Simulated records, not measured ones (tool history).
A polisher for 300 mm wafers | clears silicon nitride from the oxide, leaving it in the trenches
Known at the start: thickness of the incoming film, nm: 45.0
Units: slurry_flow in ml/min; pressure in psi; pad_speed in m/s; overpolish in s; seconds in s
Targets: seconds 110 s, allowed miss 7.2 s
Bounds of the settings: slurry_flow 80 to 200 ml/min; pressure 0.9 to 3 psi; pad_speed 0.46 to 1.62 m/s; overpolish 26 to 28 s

run  hour  slurry_flow  pressure  pad_speed  overpolish  seconds
  1     0          130       1.9       1.04          26   72.618
  2   3.2          155       1.9       1.04          26   69.685
  3   6.8          155       1.9       1.04          26   67.428
  4   7.4          155       2.2       1.04          26   61.567
  5  15.6          155       1.9       1.02          26   68.198
  6  16.7          155       2.3       1.02          26   58.841
  7  25.3          150         2          1          26   68.655
  8  27.3          145       1.8       0.98          26   78.979
  9    33          140       1.7       0.98          26   85.172
 10  35.1          135       1.6       0.98          26   89.301
 11    42          135       1.2       0.94          26   122.72

Which of these 4 next moves meets every target?
  A  48.9          120       1.7        0.9          26        ?
  B  48.9          140       1.4       0.88          28        ?
  C  48.9          115       1.6       0.92          26        ?
  D  48.9          145       1.3       1.08          26        ?

move  seconds
   A   93.103
   B   112.62
   C    97.14
   D    98.76
A: takes the result that was furthest off past its target
B: meets every target
C: takes the result that was furthest off past its target
D: takes the result that was furthest off past its target
The right move is B.

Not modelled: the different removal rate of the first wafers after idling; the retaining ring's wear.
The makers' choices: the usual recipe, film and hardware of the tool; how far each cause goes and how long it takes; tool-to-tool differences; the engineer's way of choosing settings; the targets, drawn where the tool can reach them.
